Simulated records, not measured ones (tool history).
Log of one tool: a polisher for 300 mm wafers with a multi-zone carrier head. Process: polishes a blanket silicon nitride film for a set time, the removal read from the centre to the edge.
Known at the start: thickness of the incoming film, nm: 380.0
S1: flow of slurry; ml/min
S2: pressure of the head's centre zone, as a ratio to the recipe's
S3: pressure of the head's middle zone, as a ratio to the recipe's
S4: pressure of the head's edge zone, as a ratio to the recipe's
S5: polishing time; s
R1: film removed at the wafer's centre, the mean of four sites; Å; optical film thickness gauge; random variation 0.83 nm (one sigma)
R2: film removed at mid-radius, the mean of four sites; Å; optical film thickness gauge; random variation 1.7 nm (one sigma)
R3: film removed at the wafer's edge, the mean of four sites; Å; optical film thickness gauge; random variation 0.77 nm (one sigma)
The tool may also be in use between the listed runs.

run	day	S1	S2	S3	S4	S5	R1	R2	R3
1	0	310	1	1	1	70	957.84	952.61	947.15
2	0.229	340	1	1	1	70	958.47	955.84	941.06
3	0.317	335	0.99	1.02	1.03	73	982.57	1019.9	1003.5
4	0.442	335	0.99	1.1	1.03	73	996.43	1121.3	1004.8
5	0.775	330	0.99	1.1	1.06	75	1028.2	1113	1036.9
6	1.012	330	0.99	1.1	1.06	87	1195.9	1275.4	1201.5

Forecast run 7:
7	1.075	330	0.97	1.1	1.07	87	?	?	?

{"run 7": {"R1": 1145.7, "R2": 1274.1, "R3": 1216.6}}
